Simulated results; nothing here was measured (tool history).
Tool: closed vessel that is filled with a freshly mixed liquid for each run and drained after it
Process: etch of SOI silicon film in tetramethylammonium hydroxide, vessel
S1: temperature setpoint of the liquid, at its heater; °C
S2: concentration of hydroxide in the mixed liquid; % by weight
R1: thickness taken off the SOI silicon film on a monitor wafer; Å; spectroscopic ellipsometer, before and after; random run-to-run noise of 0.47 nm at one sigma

{"run": 1, "hour": 0.0, "S1": 60.0, "S2": 11.0, "time in the liquid (s)": 30, "R1": 1117.5}
{"run": 2, "hour": 7.2, "S1": 59.0, "S2": 11.0, "time in the liquid (s)": 30, "R1": 1059.0}
{"run": 3, "hour": 9.9, "S1": 58.0, "S2": 11.0, "time in the liquid (s)": 30, "R1": 979.02}
{"run": 4, "hour": 14.7, "S1": 57.5, "S2": 11.0, "time in the liquid (s)": 30, "R1": 953.93}
{"run": 5, "hour": 22.0, "S1": 62.5, "S2": 11.0, "time in the liquid (s)": 30, "R1": 1290.2}
{"run": 6, "hour": 25.5, "S1": 61.0, "S2": 11.0, "time in the liquid (s)": 30, "R1": 1177.2}
{"run": 7, "hour": 34.3, "S1": 54.5, "S2": 11.0, "time in the liquid (s)": 30, "R1": 778.06}

What does the tool deliver on the next run?
{"run": 8, "hour": 42.5, "S1": 53.5, "S2": 11.0, "time in the liquid (s)": 30, "R1": "?"}

R1: 738.73 Å

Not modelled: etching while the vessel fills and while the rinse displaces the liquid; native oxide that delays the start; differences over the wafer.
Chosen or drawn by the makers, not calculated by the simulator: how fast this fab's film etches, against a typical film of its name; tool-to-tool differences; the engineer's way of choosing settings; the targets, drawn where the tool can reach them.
